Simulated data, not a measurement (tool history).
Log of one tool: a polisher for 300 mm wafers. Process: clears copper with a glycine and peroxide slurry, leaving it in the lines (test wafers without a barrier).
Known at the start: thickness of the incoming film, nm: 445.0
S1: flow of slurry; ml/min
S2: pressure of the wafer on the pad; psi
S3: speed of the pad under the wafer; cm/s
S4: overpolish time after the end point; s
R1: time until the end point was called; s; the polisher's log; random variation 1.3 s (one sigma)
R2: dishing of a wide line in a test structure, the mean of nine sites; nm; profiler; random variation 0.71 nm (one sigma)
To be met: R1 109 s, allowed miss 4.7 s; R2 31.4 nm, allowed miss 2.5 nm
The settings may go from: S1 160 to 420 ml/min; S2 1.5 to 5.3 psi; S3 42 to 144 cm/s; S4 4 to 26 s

run	hour	S1	S2	S3	S4	R1	R2
1	0	270	3.4	92	13	67.543	58.896
2	1.1	325	3.4	92	13	67.458	60.442
3	3	355	3.4	92	13	66.857	62.314
4	3.6	355	3.4	70	13	82.589	52.381
5	11.5	355	4	70	13	72.109	58.001
6	18.8	355	3.7	70	12	76.346	51.408
7	21.1	355	3.5	70	11	80.371	45.6
8	22	355	3.3	70	11	83.914	42.94
9	27.3	355	3.1	70	11	87.624	41.928
10	35.5	355	2.1	68	9	123.13	26.251
11	37.4	355	2.2	68	9	114.29	25.811

Which of these 5 next moves meets every target?
A	39.3	385	2.4	68	8	?	?
B	39.3	360	2	86	7	?	?
C	39.3	355	2	74	11	?	?
D	39.3	330	2.3	78	7	?	?
E	39.3	420	2.1	76	10	?	?

move	R1	R2
A	108.97	25.587
B	107.17	22.811
C	118.51	31.603
D	103.88	23.566
E	111.06	30.758
A: as far off as the last run
B: further off than the last run
C: brings the result that was furthest off to its target, and leaves another outside
D: further off than the last run
E: meets every target
Answer: E
